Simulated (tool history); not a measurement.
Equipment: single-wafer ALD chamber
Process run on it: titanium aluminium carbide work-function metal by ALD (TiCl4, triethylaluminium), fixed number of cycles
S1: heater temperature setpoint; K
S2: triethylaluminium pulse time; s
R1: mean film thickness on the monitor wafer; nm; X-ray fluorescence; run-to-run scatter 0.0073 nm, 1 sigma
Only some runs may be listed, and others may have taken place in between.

run	day	S1	S2	R1
1	0.000	588.15	11.57	2.1529
2	0.196	583.15	11.57	2.1240
3	0.488	578.15	11.57	2.0802
4	0.550	583.15	11.57	2.1117
5	0.879	591.15	11.57	2.1683
6	1.200	591.15	9.18	2.1309
7	1.296	593.15	9.51	2.1527
8	1.421	595.15	9.79	2.1774
9	1.646	596.15	9.97	2.1853
10	1.750	597.15	10.16	2.1958
11	2.008	598.15	10.33	2.2089
12	2.075	599.15	10.45	2.2374
13	2.104	599.15	10.45	2.2159

The next listed run, before its measurement:
14	2.342	600.15	10.59	?

{"run 14": {"R1": 2.2442}}
